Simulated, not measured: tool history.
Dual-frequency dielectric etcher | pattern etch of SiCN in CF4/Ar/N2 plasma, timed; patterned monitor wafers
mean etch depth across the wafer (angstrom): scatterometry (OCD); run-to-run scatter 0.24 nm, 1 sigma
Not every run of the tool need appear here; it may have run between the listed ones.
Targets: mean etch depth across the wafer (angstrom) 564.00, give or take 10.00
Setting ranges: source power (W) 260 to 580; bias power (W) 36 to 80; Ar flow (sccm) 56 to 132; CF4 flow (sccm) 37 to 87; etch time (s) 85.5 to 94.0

run  hour  source power (W)  bias power (W)  Ar flow (sccm)  CF4 flow (sccm)  etch time (s)  mean etch depth across the wafer (angstrom)
  1   0.0               420              58              94               62           94.0                                       715.40
  2   6.9               480              58              94               62           94.0                                       830.78
  3  11.4               480              58              85               62           94.0                                       850.09
  4  16.4               450              58              85               62           94.0                                       796.60
  5  22.8               430              58              85               62           94.0                                       756.96
  6  24.9               430              58              95               62           94.0                                       732.24
  7  30.5               410              58              95               62           94.0                                       699.64
  8  37.7               330              57              95               62           94.0                                       549.35

Which of these 4 next moves meets every target?
  A  44.9               350              59             111               72           92.0                                            ?
  B  44.9               350              57             119               63           92.5                                            ?
  C  44.9               330              63              84               68           86.5                                            ?
  D  44.9               340              61             106               64           88.5                                            ?

move  mean etch depth across the wafer (angstrom)
   A                                       563.06
   B                                       541.02
   C                                       538.61
   D                                       528.97
A: every result lands within tolerance
B: moves away from the targets compared with the last run
C: moves away from the targets compared with the last run
D: moves away from the targets compared with the last run
Move A is the one to make.
